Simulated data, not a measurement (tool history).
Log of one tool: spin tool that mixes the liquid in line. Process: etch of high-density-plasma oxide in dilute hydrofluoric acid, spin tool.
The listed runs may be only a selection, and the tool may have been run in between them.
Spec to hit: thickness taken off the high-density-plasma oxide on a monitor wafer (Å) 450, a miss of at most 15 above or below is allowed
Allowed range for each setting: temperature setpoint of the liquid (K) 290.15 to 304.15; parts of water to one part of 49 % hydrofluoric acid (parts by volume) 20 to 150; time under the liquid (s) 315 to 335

run	day	temperature setpoint of the liquid (K)	parts of water to one part of 49 % hydrofluoric acid (parts by volume)	time under the liquid (s)	thickness taken off the high-density-plasma oxide on a monitor wafer (Å)
1	0	296.15	85	315	260.8
2	0.088	296.15	85	335	274.88
3	0.421	297.65	80	335	311.79
4	0.662	298.65	75	335	348.16
5	0.838	296.15	75	335	313.72
6	1.133	296.15	75	335	319.2
7	1.508	297.65	75	335	336.9
8	1.842	298.65	75	335	347.68
9	1.933	299.65	75	335	359.31
10	2	300.65	75	335	385.2
11	2.025	301.15	75	335	385.47
12	2.196	301.65	75	335	395.8
13	2.562	302.15	75	335	393.56
14	2.692	302.65	75	335	407.8
15	2.929	304.15	70	335	465.21

5 candidate next runs follow, results not yet known. Just one meets every target within its allowed miss. Identify it.
A	3.167	302.15	70	315	?
B	3.167	304.15	65	335	?
C	3.167	302.65	70	315	?
D	3.167	304.15	75	325	?
E	3.167	304.15	70	320	?

move	thickness taken off the high-density-plasma oxide on a monitor wafer (Å)
A	407.4
B	507.82
C	415.37
D	420.52
E	447
A: moves the result that the last run missed by most past its target, out the other side
B: further off than the last run
C: moves the result that the last run missed by most past its target, out the other side
D: moves the result that the last run missed by most past its target, out the other side
E: hits every target within its allowed miss
So the answer is move E, the one that meets all the targets.
